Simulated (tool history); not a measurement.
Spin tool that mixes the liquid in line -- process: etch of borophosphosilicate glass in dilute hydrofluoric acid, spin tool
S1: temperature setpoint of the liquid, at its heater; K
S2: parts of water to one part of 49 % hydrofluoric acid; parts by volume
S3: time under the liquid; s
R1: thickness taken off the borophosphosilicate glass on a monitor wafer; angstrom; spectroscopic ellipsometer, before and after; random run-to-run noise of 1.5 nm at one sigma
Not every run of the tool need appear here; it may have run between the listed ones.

run 1 hour=0 | S1=293.15 S2=165 S3=300 | R1=574.09
run 2 hour=5.5 | S1=293.15 S2=125 S3=300 | R1=799.82
run 3 hour=7.6 | S1=291.65 S2=125 S3=300 | R1=751.92
run 4 hour=11.4 | S1=290.15 S2=125 S3=300 | R1=711.81
run 5 hour=15.5 | S1=291.15 S2=115 S3=300 | R1=802.72
run 6 hour=23.8 | S1=292.15 S2=105 S3=300 | R1=933.34
run 7 hour=25.7 | S1=293.15 S2=100 S3=300 | R1=1012.5
run 8 hour=34 | S1=294.15 S2=95 S3=300 | R1=1138.1
run 9 hour=37.1 | S1=298.15 S2=50 S3=300 | R1=2678.6
run 10 hour=44.2 | S1=295.65 S2=50 S3=300 | R1=2420.9
-- hour=49.3 hydrofluoric acid flow meter replaced
run 11 hour=49.3 | S1=294.65 S2=50 S3=300 | R1=2587

Run 12 comes next. What will it give?
run 12 hour=50.8 | S1=294.65 S2=75 S3=300 | R1=?

{"run 12": {"R1": 1672.6}}

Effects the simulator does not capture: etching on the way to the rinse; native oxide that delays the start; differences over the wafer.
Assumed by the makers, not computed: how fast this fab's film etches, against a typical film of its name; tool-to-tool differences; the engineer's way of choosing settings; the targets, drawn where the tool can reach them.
